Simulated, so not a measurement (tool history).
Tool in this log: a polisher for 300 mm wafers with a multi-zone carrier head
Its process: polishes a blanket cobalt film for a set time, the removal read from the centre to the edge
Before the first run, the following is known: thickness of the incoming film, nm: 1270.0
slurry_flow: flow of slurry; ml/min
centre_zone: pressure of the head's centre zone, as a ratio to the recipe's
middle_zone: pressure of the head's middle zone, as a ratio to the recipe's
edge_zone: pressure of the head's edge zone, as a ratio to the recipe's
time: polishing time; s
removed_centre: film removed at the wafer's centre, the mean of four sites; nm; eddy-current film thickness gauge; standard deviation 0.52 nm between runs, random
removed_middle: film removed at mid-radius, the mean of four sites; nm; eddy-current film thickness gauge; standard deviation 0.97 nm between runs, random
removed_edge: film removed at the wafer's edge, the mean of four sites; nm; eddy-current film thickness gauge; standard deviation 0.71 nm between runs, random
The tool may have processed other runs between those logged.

| run | day | slurry_flow | centre_zone | middle_zone | edge_zone | time | removed_centre | removed_middle | removed_edge |
|---|---|---|---|---|---|---|---|---|---|
| 1 | 0.000 | 165 | 1.00 | 1.00 | 1.00 | 49 | 148.480 | 155.120 | 141.000 |
| 2 | 0.229 | 145 | 0.94 | 1.00 | 1.03 | 41 | 112.800 | 126.940 | 117.870 |
| 3 | 0.458 | 145 | 0.94 | 1.06 | 1.03 | 41 | 114.070 | 131.100 | 116.850 |
| 4 | 0.829 | 145 | 0.94 | 1.06 | 1.03 | 36 | 100.110 | 114.320 | 102.220 |
|  | 1.183 | edge zone pressure recalibrated |
| 5 | 1.183 | 130 | 0.90 | 1.04 | 1.05 | 33 | 85.447 | 102.230 | 97.079 |
| 6 | 1.321 | 130 | 0.90 | 1.04 | 1.05 | 24 | 62.463 | 73.443 | 71.566 |
| 7 | 1.588 | 150 | 0.88 | 1.06 | 1.10 | 24 | 62.933 | 77.664 | 75.038 |

Estimate the outcome of run 8 from the log above:
| 8 | 1.812 | 160 | 0.87 | 1.06 | 1.13 | 25 | ? | ? | ? |

removed_centre: 65.860 nm
removed_middle: 80.725 nm
removed_edge: 80.636 nm
